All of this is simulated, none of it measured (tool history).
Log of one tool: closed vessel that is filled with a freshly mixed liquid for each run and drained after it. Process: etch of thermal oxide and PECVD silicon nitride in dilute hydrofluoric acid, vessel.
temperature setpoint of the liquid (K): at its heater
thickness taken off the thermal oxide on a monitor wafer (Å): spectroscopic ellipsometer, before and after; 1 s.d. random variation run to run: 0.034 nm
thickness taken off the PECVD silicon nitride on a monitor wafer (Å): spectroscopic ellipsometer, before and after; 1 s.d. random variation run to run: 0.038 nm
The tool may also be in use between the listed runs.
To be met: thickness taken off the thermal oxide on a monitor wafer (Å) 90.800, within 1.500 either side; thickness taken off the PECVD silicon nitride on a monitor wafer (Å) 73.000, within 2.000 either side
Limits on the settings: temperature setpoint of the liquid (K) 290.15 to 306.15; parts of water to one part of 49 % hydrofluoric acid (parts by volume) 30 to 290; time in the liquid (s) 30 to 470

run	day	temperature setpoint of the liquid (K)	parts of water to one part of 49 % hydrofluoric acid (parts by volume)	time in the liquid (s)	thickness taken off the thermal oxide on a monitor wafer (Å)	thickness taken off the PECVD silicon nitride on a monitor wafer (Å)
1	0.000	298.15	160	240	73.785	57.427
2	0.221	298.65	155	240	78.404	61.475
3	0.567	296.15	155	240	70.487	52.215
4	0.638	296.15	155	340	100.530	73.767
5	0.942	297.65	155	340	106.120	81.583
6	1.254	297.65	155	275	85.837	65.719
7	1.550	298.15	155	275	88.010	68.057
8	1.912	298.65	155	275	89.407	70.749

Pick the move, out of 4, that brings all results within their allowed miss; only one does.
A	2.275	297.15	140	260	?	?
B	2.275	300.15	145	245	?	?
C	2.275	302.15	195	310	?	?
D	2.275	305.15	130	170	?	?

move	thickness taken off the thermal oxide on a monitor wafer (Å)	thickness taken off the PECVD silicon nitride on a monitor wafer (Å)
A	89.865	66.567
B	91.048	73.369
C	86.636	77.930
D	86.268	77.451
A: further off than the last run
B: all results land within tolerance of their targets
C: pushes the last run's worst result past its target
D: pushes the last run's worst result past its target
The move that meets every target is B.
